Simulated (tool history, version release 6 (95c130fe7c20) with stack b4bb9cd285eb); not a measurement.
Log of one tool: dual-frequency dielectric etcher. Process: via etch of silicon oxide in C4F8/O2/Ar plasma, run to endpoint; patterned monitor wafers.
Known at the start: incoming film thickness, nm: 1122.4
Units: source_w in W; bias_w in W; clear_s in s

run 1 hour=0.0 | source_w=2280 bias_w=2807 | clear_s=172.47
run 2 hour=2.7 | source_w=2020 bias_w=2807 | clear_s=180.13
run 3 hour=11.4 | source_w=2090 bias_w=2841 | clear_s=178.69
run 4 hour=19.7 | source_w=1870 bias_w=2841 | clear_s=186.81
run 5 hour=23.0 | source_w=2180 bias_w=2841 | clear_s=174.51
run 6 hour=25.5 | source_w=2580 bias_w=2841 | clear_s=163.95
run 7 hour=27.0 | source_w=2610 bias_w=2853 | clear_s=165.41

The next listed run, before its measurement:
run 8 hour=28.6 | source_w=2640 bias_w=2874 | clear_s=?

clear_s: 165.44 s

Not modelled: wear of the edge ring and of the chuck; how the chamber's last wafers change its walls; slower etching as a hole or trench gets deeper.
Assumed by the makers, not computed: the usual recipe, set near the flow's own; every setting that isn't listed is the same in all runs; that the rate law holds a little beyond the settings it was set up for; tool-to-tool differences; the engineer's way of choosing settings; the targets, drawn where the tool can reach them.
